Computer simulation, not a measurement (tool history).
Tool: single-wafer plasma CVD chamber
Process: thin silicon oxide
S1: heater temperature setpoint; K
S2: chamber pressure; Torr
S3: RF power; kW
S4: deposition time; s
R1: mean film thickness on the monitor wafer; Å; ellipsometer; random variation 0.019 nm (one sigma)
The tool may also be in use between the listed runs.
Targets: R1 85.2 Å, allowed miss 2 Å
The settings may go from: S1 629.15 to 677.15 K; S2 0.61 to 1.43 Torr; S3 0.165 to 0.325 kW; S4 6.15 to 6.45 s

run 1 hour=0 | S1=653.15 S2=1.02 S3=0.245 S4=6.45 | R1=136.88
run 2 hour=0.7 | S1=653.15 S2=1.02 S3=0.225 S4=6.45 | R1=131.27
run 3 hour=3.2 | S1=653.15 S2=1.17 S3=0.225 S4=6.45 | R1=143.35
run 4 hour=7.3 | S1=653.15 S2=1.17 S3=0.205 S4=6.45 | R1=137.19
run 5 hour=14 | S1=653.15 S2=1.32 S3=0.205 S4=6.45 | R1=144.36
run 6 hour=18 | S1=653.15 S2=1.32 S3=0.205 S4=6.45 | R1=144.32
run 7 hour=20.9 | S1=656.15 S2=1.22 S3=0.2 S4=6.41 | R1=137.73
run 8 hour=21.6 | S1=652.15 S2=1.14 S3=0.195 S4=6.37 | R1=130.05
run 9 hour=23.8 | S1=649.15 S2=1.07 S3=0.19 S4=6.34 | R1=122.5
run 10 hour=27.4 | S1=646.15 S2=1.01 S3=0.185 S4=6.31 | R1=116.13
run 11 hour=28 | S1=644.15 S2=0.96 S3=0.18 S4=6.29 | R1=110.4
run 12 hour=30.8 | S1=643.15 S2=0.91 S3=0.18 S4=6.27 | R1=105.39
run 13 hour=33.2 | S1=643.15 S2=0.87 S3=0.18 S4=6.27 | R1=101.61
run 14 hour=38.9 | S1=643.15 S2=0.84 S3=0.18 S4=6.27 | R1=98.238
run 15 hour=45.5 | S1=643.15 S2=0.82 S3=0.18 S4=6.27 | R1=97.069
run 16 hour=47.5 | S1=643.15 S2=0.8 S3=0.18 S4=6.27 | R1=94.79
run 17 hour=49.5 | S1=644.15 S2=0.79 S3=0.18 S4=6.27 | R1=93.391
run 18 hour=50.7 | S1=646.15 S2=0.78 S3=0.18 S4=6.27 | R1=92.26
run 19 hour=56.5 | S1=647.15 S2=0.77 S3=0.18 S4=6.27 | R1=91.519
run 20 hour=65.3 | S1=648.15 S2=0.76 S3=0.18 S4=6.27 | R1=90.173
run 21 hour=71.4 | S1=649.15 S2=0.76 S3=0.18 S4=6.27 | R1=89.979
run 22 hour=77 | S1=650.15 S2=0.76 S3=0.18 S4=6.27 | R1=89.454
run 23 hour=77.8 | S1=650.15 S2=0.68 S3=0.18 S4=6.27 | R1=80.688
run 24 hour=80 | S1=650.15 S2=0.74 S3=0.18 S4=6.27 | R1=87.977

Which of these 4 next moves meets every target?
run A hour=82.2 | S1=651.15 S2=0.7 S3=0.205 S4=6.37 | R1=?
run B hour=82.2 | S1=639.15 S2=0.67 S3=0.19 S4=6.15 | R1=?
run C hour=82.2 | S1=654.15 S2=0.66 S3=0.21 S4=6.26 | R1=?
run D hour=82.2 | S1=650.15 S2=0.64 S3=0.195 S4=6.21 | R1=?

move=A R1=90.758
move=B R1=81.239
move=C R1=85.047
move=D R1=78.833
A: further off than the last run
B: takes the result that was furthest off past its target
C: meets every target
D: takes the result that was furthest off past its target
The right move is C.
